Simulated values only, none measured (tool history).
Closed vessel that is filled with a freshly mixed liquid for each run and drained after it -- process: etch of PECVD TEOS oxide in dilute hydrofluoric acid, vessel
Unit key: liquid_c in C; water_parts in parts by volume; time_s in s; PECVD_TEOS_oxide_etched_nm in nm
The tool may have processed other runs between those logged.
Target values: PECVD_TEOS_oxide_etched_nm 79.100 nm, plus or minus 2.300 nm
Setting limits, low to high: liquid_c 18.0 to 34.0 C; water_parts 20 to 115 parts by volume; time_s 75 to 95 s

run	hour	liquid_c	water_parts	time_s	PECVD_TEOS_oxide_etched_nm
1	0.0	26.0	65	95	24.322
2	5.3	26.0	65	75	19.310
3	12.1	26.0	65	95	24.505
4	14.8	28.0	55	95	31.770
5	22.3	29.5	45	95	41.711
6	30.2	29.5	45	75	32.410
7	31.4	29.5	45	75	32.654
8	40.0	30.5	40	80	41.320
9	43.0	34.0	20	80	97.789
10	47.5	31.5	20	80	89.478
11	56.7	30.5	20	80	86.136
12	65.7	30.0	20	80	83.462
13	74.5	29.5	20	80	82.672
14	80.5	29.5	20	80	81.496

4 next moves are on the table. One of them brings every result within its allowed miss. Which?
A	86.5	31.5	25	95	?
B	86.5	30.5	25	85	?
C	86.5	29.0	25	95	?
D	86.5	25.5	20	90	?

move	PECVD_TEOS_oxide_etched_nm
A	83.619
B	71.887
C	75.630
D	78.129
A: the biggest miss grows against the last run
B: takes the result that was furthest off past its target
C: takes the result that was furthest off past its target
D: all results in spec
Move D is the one to make.
